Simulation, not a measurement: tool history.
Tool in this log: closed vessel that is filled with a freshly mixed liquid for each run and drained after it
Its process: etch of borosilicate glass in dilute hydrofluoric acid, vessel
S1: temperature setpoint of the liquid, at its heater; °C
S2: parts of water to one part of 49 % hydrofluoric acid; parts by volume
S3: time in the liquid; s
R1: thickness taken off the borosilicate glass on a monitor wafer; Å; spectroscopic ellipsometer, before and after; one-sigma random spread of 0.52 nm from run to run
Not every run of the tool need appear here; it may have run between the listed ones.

| run | hour | S1 | S2 | S3 | R1 |
|---|---|---|---|---|---|
| 1 | 0 | 23 | 40 | 30 | 438.62 |
| 2 | 1.5 | 23 | 45 | 30 | 393.53 |
| 3 | 6.6 | 25 | 45 | 30 | 418.14 |
| 4 | 10.3 | 26.5 | 40 | 30 | 507.25 |
| 5 | 16.7 | 26.5 | 25 | 30 | 816.8 |
| 6 | 24.6 | 26.5 | 25 | 30 | 821.15 |
| 7 | 27.1 | 25.5 | 25 | 30 | 788.66 |
| 8 | 30.5 | 24.5 | 25 | 30 | 767.98 |
| 9 | 32.5 | 23.5 | 25 | 30 | 728.8 |
| 10 | 36 | 23 | 25 | 30 | 708.77 |

What will run 11 give?
| 11 | 40.7 | 22.5 | 25 | 30 | ? |

{"run 11": {"R1": 707.12}}

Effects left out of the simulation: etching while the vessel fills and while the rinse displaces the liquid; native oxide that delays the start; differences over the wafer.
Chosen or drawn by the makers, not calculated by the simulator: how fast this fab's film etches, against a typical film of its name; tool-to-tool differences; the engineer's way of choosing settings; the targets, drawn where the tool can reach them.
